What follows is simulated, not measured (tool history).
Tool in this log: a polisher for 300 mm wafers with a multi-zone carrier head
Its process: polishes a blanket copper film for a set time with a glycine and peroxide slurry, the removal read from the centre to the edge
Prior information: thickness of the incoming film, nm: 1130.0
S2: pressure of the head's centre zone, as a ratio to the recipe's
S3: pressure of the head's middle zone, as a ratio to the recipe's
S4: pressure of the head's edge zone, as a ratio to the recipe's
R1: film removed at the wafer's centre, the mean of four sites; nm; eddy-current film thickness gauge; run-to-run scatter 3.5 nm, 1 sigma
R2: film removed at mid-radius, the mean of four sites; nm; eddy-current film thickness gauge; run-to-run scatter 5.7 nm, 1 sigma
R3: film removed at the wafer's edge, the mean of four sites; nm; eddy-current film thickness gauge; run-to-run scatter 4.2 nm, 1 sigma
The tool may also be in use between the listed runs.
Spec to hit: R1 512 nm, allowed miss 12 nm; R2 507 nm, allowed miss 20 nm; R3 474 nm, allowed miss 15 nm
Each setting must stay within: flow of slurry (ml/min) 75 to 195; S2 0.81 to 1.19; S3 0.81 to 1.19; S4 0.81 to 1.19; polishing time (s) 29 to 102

run 1 hour=0 | flow_of_slurry_(ml/min)=125 S2=1 S3=1 S4=1 polishing_time_(s)=65 | R1=305.68 R2=300.23 R3=307.08
run 2 hour=3.3 | flow_of_slurry_(ml/min)=130 S2=1.01 S3=1.02 S4=1.02 polishing_time_(s)=67 | R1=320.92 R2=315.21 R3=316.99
run 3 hour=7 | flow_of_slurry_(ml/min)=135 S2=1.02 S3=1.03 S4=1.03 polishing_time_(s)=70 | R1=342.59 R2=338.76 R3=338.7
run 4 hour=12.7 | flow_of_slurry_(ml/min)=135 S2=1.02 S3=1.03 S4=1.08 polishing_time_(s)=70 | R1=338.36 R2=335.22 R3=335.69
run 5 hour=17.3 | flow_of_slurry_(ml/min)=145 S2=1.02 S3=1.03 S4=1.08 polishing_time_(s)=70 | R1=343.98 R2=338.77 R3=340.46
run 6 hour=21.7 | flow_of_slurry_(ml/min)=145 S2=1.03 S3=1.04 S4=1.08 polishing_time_(s)=73 | R1=362.72 R2=367.94 R3=354.51
run 7 hour=29.4 | flow_of_slurry_(ml/min)=145 S2=1.04 S3=1.04 S4=1.08 polishing_time_(s)=75 | R1=377.73 R2=375.46 R3=366.23
run 8 hour=36.5 | flow_of_slurry_(ml/min)=145 S2=1.05 S3=1.04 S4=1.08 polishing_time_(s)=77 | R1=389.57 R2=379.89 R3=372.39
run 9 hour=43.9 | flow_of_slurry_(ml/min)=150 S2=1.05 S3=1.04 S4=1.08 polishing_time_(s)=79 | R1=401.2 R2=400.57 R3=383.25
run 10 hour=52.9 | flow_of_slurry_(ml/min)=150 S2=1.06 S3=1.04 S4=1.09 polishing_time_(s)=81 | R1=421.21 R2=399.05 R3=402.07
run 11 hour=61.8 | flow_of_slurry_(ml/min)=150 S2=1.06 S3=1.05 S4=1.09 polishing_time_(s)=82 | R1=422.96 R2=405.37 R3=403.12
run 12 hour=63.1 | flow_of_slurry_(ml/min)=155 S2=1.06 S3=1.06 S4=1.09 polishing_time_(s)=83 | R1=428.47 R2=417.33 R3=413.72
run 13 hour=64.1 | flow_of_slurry_(ml/min)=160 S2=1.07 S3=1.07 S4=1.09 polishing_time_(s)=84 | R1=442.38 R2=419.96 R3=420.21
run 14 hour=72.1 | flow_of_slurry_(ml/min)=155 S2=1.08 S3=1.09 S4=1.1 polishing_time_(s)=85 | R1=447.33 R2=437.44 R3=425.17
run 15 hour=80.8 | flow_of_slurry_(ml/min)=160 S2=1.09 S3=1.1 S4=1.1 polishing_time_(s)=86 | R1=463.65 R2=440.98 R3=430.51
run 16 hour=85 | flow_of_slurry_(ml/min)=165 S2=1.09 S3=1.11 S4=1.1 polishing_time_(s)=87 | R1=468.69 R2=464.04 R3=428.96

Pick the move, out of 4, that brings all results within their allowed miss; only one does.
run A hour=89.2 | flow_of_slurry_(ml/min)=135 S2=1.01 S3=0.94 S4=1.17 polishing_time_(s)=100 | R1=? R2=? R3=?
run B hour=89.2 | flow_of_slurry_(ml/min)=130 S2=1.06 S3=1.06 S4=1.17 polishing_time_(s)=95 | R1=? R2=? R3=?
run C hour=89.2 | flow_of_slurry_(ml/min)=115 S2=1.04 S3=1 S4=1.1 polishing_time_(s)=95 | R1=? R2=? R3=?
run D hour=89.2 | flow_of_slurry_(ml/min)=175 S2=1.08 S3=1.12 S4=1.08 polishing_time_(s)=94 | R1=? R2=? R3=?

move=A R1=481.11 R2=445.18 R3=498
move=B R1=471.48 R2=458.59 R3=469.51
move=C R1=447.61 R2=425.47 R3=450.75
move=D R1=507.28 R2=502.43 R3=472.41
A: better than the last run, though not everything is in spec
B: better than the last run, though not everything is in spec
C: the biggest miss grows against the last run
D: all results land within tolerance of their targets
D is the move that brings every result within its allowed miss.
